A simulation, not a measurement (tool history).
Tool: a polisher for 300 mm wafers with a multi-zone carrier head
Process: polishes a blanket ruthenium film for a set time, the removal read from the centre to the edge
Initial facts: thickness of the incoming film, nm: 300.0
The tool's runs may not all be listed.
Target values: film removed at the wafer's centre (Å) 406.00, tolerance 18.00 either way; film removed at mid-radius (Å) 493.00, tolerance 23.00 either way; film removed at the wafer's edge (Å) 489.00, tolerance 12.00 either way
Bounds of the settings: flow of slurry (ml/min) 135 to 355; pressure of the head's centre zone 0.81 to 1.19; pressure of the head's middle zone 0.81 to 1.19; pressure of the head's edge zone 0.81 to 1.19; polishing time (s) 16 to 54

run	hour	flow of slurry (ml/min)	pressure of the head's centre zone	pressure of the head's middle zone	pressure of the head's edge zone	polishing time (s)	film removed at the wafer's centre (Å)	film removed at mid-radius (Å)	film removed at the wafer's edge (Å)
1	0.0	225	1.00	1.00	1.00	35	376.27	359.12	364.14
2	5.6	225	1.00	0.95	1.00	35	364.12	358.24	365.40
3	13.3	225	1.00	0.95	1.00	28	293.09	284.19	292.58
4	16.2	225	1.00	1.02	1.00	28	299.23	300.29	294.09
5	19.7	225	1.00	1.02	1.00	23	240.58	251.35	239.84
6	21.0	255	1.00	1.02	1.00	23	245.76	249.83	239.97
7	28.6	245	0.96	1.05	1.03	27	277.61	304.87	285.15
8	34.6	245	0.96	1.05	1.03	27	275.81	299.19	286.64
9	39.9	245	0.94	1.06	1.06	30	299.33	336.27	320.68
10	47.3	245	0.92	1.06	1.08	33	333.08	362.88	359.34
11	49.0	245	0.92	1.06	1.08	33	328.99	378.79	358.44
12	53.2	240	0.91	1.05	1.10	35	340.82	401.83	381.40
13	55.9	245	0.90	1.03	1.12	37	361.45	410.94	411.67
14	56.8	245	0.89	1.04	1.13	38	371.93	417.20	420.36
15	65.5	245	0.88	1.05	1.14	39	378.72	427.69	433.99
16	66.3	250	0.87	1.06	1.15	40	375.55	448.91	449.95
17	74.2	250	0.87	1.07	1.16	41	386.02	449.84	459.54
18	81.4	295	0.85	1.14	1.18	43	412.06	516.29	496.65
19	90.1	290	0.85	1.13	1.18	43	400.24	519.47	492.11

Exercise: of the 4 proposed moves below, exactly one satisfies all targets within the stated allowed misses. Which move is it?
A	98.8	275	0.89	1.19	1.10	43	?	?	?
B	98.8	355	0.81	1.19	1.14	44	?	?	?
C	98.8	300	0.88	1.08	1.19	42	?	?	?
D	98.8	340	0.85	1.19	1.06	44	?	?	?

move	film removed at the wafer's centre (Å)	film removed at mid-radius (Å)	film removed at the wafer's edge (Å)
A	412.32	539.87	473.70
B	394.04	566.11	502.84
C	401.82	489.41	485.83
D	412.02	563.99	483.31
A: moves away from the targets compared with the last run
B: moves away from the targets compared with the last run
C: each result inside its tolerance
D: moves away from the targets compared with the last run
C meets every target.
